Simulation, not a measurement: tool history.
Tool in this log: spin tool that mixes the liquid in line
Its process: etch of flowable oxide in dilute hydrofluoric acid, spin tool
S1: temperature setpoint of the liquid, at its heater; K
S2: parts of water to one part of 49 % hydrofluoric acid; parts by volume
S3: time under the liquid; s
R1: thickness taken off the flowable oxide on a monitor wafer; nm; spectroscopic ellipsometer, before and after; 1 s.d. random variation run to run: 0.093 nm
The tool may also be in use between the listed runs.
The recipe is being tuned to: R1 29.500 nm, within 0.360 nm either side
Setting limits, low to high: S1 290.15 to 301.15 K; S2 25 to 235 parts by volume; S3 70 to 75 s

run  hour      S1   S2  S3      R1
  1   0.0  293.15  130  70  15.967
  2   8.6  293.15  130  75  17.218
  3  13.8  295.15  125  75  19.416
  4  18.8  295.15  125  75  19.382
  5  23.5  295.15  170  75  13.624
  6  29.6  296.65  155  75  16.061
  7  30.5  297.65  140  75  18.833
     32.7  -- thermometer replaced
  8  32.7  297.65  140  75  19.615
  9  39.1  297.65  140  75  19.436
 10  42.2  298.65  135  75  21.238
 11  43.1  299.15  130  75  22.582
 12  46.0  299.65  125  75  24.173

Of the 5 settings listed for the next run, only one would bring every result within its allowed miss of target. Which one?
  A  48.9  299.15   95  70   ?
  B  48.9  299.15  100  75   ?
  C  48.9  300.15  110  75   ?
  D  48.9  300.15  100  70   ?
  E  48.9  300.65  100  70   ?

move      R1
   A  30.274
   B  30.617
   C  28.556
   D  29.704
   E  30.280
A: moves the result that the last run missed by most past its target, out the other side
B: moves the result that the last run missed by most past its target, out the other side
C: closer than the last run, but not yet in spec
D: meets every target
E: moves the result that the last run missed by most past its target, out the other side
D is the move that brings every result within its allowed miss.
